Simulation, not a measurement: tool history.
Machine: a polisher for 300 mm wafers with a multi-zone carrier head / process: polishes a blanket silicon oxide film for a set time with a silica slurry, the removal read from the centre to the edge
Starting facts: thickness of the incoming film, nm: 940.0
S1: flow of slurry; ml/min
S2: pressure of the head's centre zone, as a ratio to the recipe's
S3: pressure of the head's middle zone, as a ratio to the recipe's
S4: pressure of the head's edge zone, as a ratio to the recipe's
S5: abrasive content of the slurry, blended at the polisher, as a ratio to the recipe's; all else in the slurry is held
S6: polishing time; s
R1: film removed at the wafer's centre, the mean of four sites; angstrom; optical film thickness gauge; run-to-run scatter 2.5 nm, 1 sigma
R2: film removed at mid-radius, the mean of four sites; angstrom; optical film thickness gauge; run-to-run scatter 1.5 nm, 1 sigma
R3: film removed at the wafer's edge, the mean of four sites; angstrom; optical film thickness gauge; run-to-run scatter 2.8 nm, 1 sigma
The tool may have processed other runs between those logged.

run	hour	S1	S2	S3	S4	S5	S6	R1	R2	R3
1	0	190	1	1	1	1	41	1843.2	1763.5	1821.4
2	7.3	230	1	1	1	1	41	1856.1	1812.6	1839.8
3	13.2	220	0.98	1	1.05	1.1	41	1882.7	1908.7	1931.3
4	18.9	220	0.98	1	0.99	1.1	41	1926.1	1884.2	1974.8
5	24	220	0.95	1.01	0.97	1.2	41	1901.5	1989	1955
6	28	220	0.95	1.01	0.97	1.2	45	2099.6	2177.4	2178.8
7	31	215	0.93	0.98	1	1.25	45	2100.3	2125.9	2213.4

What does the tool deliver on the next run?
8	38.4	215	0.93	0.98	1	1.25	45	?	?	?

R1: 2064.9 angstrom
R2: 2134.6 angstrom
R3: 2221.9 angstrom
